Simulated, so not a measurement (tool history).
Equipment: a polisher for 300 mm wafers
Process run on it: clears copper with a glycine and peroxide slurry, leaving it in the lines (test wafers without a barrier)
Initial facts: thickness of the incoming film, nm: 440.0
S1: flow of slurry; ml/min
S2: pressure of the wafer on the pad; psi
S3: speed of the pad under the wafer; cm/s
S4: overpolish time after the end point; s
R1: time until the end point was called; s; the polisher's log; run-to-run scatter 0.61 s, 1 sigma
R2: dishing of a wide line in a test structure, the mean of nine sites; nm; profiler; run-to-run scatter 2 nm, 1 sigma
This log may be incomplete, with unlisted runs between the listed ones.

run	hour	S1	S2	S3	S4	R1	R2
1	0.0	160	3.4	106	15	66.525	62.193
2	6.6	195	3.4	106	15	63.644	65.294
3	7.5	195	3.4	106	17	64.875	70.404
4	9.2	175	3.4	106	17	63.955	71.184
5	16.9	175	2.6	106	17	80.779	58.841
6	25.7	175	2.6	132	17	68.098	66.748
7	33.2	175	2.7	132	18	66.154	69.729
8	35.7	175	2.8	132	19	64.676	77.077

What will run 9 give?
9	37.4	175	2.8	132	19	?	?

{"run 9": {"R1": 63.168, "R2": 77.016}}
